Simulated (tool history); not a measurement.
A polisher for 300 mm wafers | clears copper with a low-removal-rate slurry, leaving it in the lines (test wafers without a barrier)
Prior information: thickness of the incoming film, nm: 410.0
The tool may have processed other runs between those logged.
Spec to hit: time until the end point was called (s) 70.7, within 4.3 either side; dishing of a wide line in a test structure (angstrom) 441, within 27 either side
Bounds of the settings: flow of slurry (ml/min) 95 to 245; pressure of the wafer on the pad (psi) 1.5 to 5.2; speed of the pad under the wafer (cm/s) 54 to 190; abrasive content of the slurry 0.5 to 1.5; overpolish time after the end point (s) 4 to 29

run,hour,flow of slurry (ml/min),pressure of the wafer on the pad (psi),speed of the pad under the wafer (cm/s),abrasive content of the slurry,overpolish time after the end point (s),time until the end point was called (s),dishing of a wide line in a test structure (angstrom)
1,0,155,3.3,122,1,15,94.421,480.98
2,1.2,155,3.3,122,0.8,15,101.26,449.95
3,3.1,155,3.6,124,0.8,13,92.764,441.61
4,5.1,155,3.6,124,0.6,13,101.08,398.67
5,11.6,155,3.9,126,0.6,12,90.395,403.11
6,13.3,155,4.1,126,0.6,12,85.264,411.83
7,15.2,155,4.3,126,0.6,12,82.152,435.74
8,19.4,155,4.4,126,0.6,12,79.292,463.42
9,26.6,155,4.5,126,0.6,11,77.085,427.05
10,28,155,4.6,126,0.6,11,76.358,437.03
11,32.5,155,4.6,126,0.6,11,76.276,445.72
12,41.1,155,4.7,126,0.6,11,78.015,457.84
13,47.1,155,4.7,126,0.6,11,77.1,436.15
14,55.2,155,4.8,126,0.6,11,74.134,460.54

Of the 4 settings listed for the next run, only one would bring every result within its allowed miss of target. Which one?
A,63.3,155,4.6,112,0.6,12,?,?
B,63.3,140,5,130,0.6,10,?,?
C,63.3,145,4.6,120,0.7,12,?,?
D,63.3,120,4.6,140,0.55,14,?,?

move,time until the end point was called (s),dishing of a wide line in a test structure (angstrom)
A,89.214,417.7
B,72.54,428.34
C,79.582,461.54
D,78.617,532.12
A: lands further from the targets than the last run did
B: hits every target within its allowed miss
C: lands further from the targets than the last run did
D: lands further from the targets than the last run did
B is the move that brings every result within its allowed miss.
